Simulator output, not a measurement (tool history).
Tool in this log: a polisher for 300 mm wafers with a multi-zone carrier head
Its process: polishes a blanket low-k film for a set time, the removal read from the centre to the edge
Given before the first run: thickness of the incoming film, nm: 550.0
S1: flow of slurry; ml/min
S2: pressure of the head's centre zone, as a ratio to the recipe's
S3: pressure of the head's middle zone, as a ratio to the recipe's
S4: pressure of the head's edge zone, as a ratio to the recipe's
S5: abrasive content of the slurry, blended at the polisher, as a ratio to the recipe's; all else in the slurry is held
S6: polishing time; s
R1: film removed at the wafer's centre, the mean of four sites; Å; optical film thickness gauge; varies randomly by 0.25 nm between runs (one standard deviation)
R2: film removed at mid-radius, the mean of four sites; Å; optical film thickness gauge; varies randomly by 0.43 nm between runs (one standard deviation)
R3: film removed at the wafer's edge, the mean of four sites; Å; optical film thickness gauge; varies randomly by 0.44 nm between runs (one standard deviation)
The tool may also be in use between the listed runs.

run	day	S1	S2	S3	S4	S5	S6	R1	R2	R3
1	0.000	315	1.00	1.00	1.00	1.00	45	230.46	222.59	223.48
2	0.088	315	1.06	1.00	1.00	1.00	45	237.99	224.94	229.43
3	0.442	300	1.04	1.01	1.03	1.05	45	239.84	230.67	239.20
4	0.617	300	1.04	1.01	1.10	1.05	45	236.85	233.98	245.05
5	0.812	300	1.11	1.01	1.10	1.05	45	249.37	231.24	233.71
6	1.062	300	1.11	1.09	1.10	1.05	45	252.90	247.14	241.31
7	1.150	300	1.09	1.09	1.11	1.10	45	249.78	244.54	242.46
8	1.308	300	1.07	1.10	1.12	1.15	46	256.45	258.12	253.60
9	1.642	295	1.05	1.10	1.13	1.20	46	256.84	261.60	257.19
10	1.733	295	1.03	1.09	1.14	1.25	47	261.30	271.65	274.07

What does the tool deliver on the next run?
11	1.792	295	1.02	1.09	1.15	1.30	47	?	?	?

Logged for run 11: R1 271.45 Å, R2 272.62 Å, R3 283.21 Å.
